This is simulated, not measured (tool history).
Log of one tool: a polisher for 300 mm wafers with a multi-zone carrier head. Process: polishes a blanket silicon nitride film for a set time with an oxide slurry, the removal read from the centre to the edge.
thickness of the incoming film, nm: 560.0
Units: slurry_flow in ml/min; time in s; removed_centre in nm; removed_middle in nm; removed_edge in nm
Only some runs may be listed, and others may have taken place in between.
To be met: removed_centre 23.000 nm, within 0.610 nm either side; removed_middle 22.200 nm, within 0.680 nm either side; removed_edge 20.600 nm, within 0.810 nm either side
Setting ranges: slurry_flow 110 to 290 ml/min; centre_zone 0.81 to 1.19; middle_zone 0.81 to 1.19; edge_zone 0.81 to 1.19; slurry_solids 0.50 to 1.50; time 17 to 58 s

run  hour  slurry_flow  centre_zone  middle_zone  edge_zone  slurry_solids  time  removed_centre  removed_middle  removed_edge
  1   0.0          185         1.00         1.00       1.00           1.00    37          17.146          17.010        17.088
  2   4.1          185         1.00         1.00       1.08           1.00    37          17.158          16.836        18.111
  3   6.8          185         1.00         1.00       1.02           1.00    37          17.450          16.906        17.670
  4  11.6          205         1.04         1.05       1.04           1.05    37          18.521          18.415        17.734
  5  16.5          210         1.06         1.06       1.07           1.10    37          19.574          18.628        18.983
  6  17.2          170         1.06         1.06       1.07           1.10    37          18.659          18.051        18.185
  7  17.8          195         1.08         1.09       1.08           1.15    37          20.040          19.637        19.145
  8  19.5          215         1.09         1.10       1.09           1.15    37          20.402          19.496        19.350
  9  22.5          225         1.10         1.12       1.09           1.20    37          20.944          20.529        19.576
 10  28.5          230         1.11         1.13       1.10           1.20    37          21.542          20.777        19.823
 11  32.3          240         1.12         1.14       1.11           1.20    37          21.441          21.128        19.673
 12  38.8          245         1.13         1.15       1.12           1.20    37          21.735          20.969        20.166
 13  41.9          250         1.14         1.16       1.12           1.20    37          22.075          21.237        20.258
 14  50.6          255         1.15         1.17       1.12           1.20    37          22.445          21.765        20.263

Exactly one of the 4 candidate moves below puts every result within its allowed miss. Which one?
  A  59.3          255         1.18         1.15       1.10           1.15    37               ?               ?             ?
  B  59.3          250         1.09         1.19       1.15           1.15    38               ?               ?             ?
  C  59.3          270         1.13         1.14       1.07           1.15    39               ?               ?             ?
  D  59.3          245         1.15         1.11       1.15           1.15    38               ?               ?             ?

move  removed_centre  removed_middle  removed_edge
   A          22.522          21.000        19.543
   B          21.379          22.173        20.487
   C          22.922          22.112        20.413
   D          22.443          20.828        20.473
A: brings the result that was furthest off to its target, and leaves another outside
B: moves away from the targets compared with the last run
C: all results in spec
D: brings the result that was furthest off to its target, and leaves another outside
Answer: C
